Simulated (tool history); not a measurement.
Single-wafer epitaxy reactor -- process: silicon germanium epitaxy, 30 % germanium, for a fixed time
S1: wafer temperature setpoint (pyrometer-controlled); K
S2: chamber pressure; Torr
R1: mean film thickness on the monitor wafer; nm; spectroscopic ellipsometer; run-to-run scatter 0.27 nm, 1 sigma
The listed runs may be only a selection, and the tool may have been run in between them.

{"run": 1, "day": 0.0, "S1": 868.15, "S2": 25.9, "R1": 60.787}
{"run": 2, "day": 0.375, "S1": 857.15, "S2": 25.9, "R1": 50.392}
{"run": 3, "day": 0.704, "S1": 860.15, "S2": 26.0, "R1": 53.084}
{"run": 4, "day": 1.075, "S1": 849.15, "S2": 26.0, "R1": 44.16}
{"run": 5, "day": 1.288, "S1": 844.15, "S2": 26.0, "R1": 40.45}
{"run": 6, "day": 1.596, "S1": 844.15, "S2": 30.6, "R1": 42.855}
{"run": 7, "day": 1.625, "S1": 848.15, "S2": 30.8, "R1": 45.888}
{"run": 8, "day": 1.783, "S1": 852.15, "S2": 31.0, "R1": 49.615}
{"run": 9, "day": 2.117, "S1": 855.15, "S2": 31.2, "R1": 51.999}
{"run": 10, "day": 2.425, "S1": 858.15, "S2": 31.3, "R1": 54.772}
{"run": 11, "day": 2.717, "S1": 860.15, "S2": 31.4, "R1": 56.56}
{"run": 12, "day": 2.821, "S1": 862.15, "S2": 31.5, "R1": 58.849}
{"run": 13, "day": 2.992, "S1": 864.15, "S2": 31.6, "R1": 60.683}

The next listed run, before its measurement:
{"run": 14, "day": 3.158, "S1": 866.15, "S2": 31.7, "R1": "?"}

R1: 63.104 nm
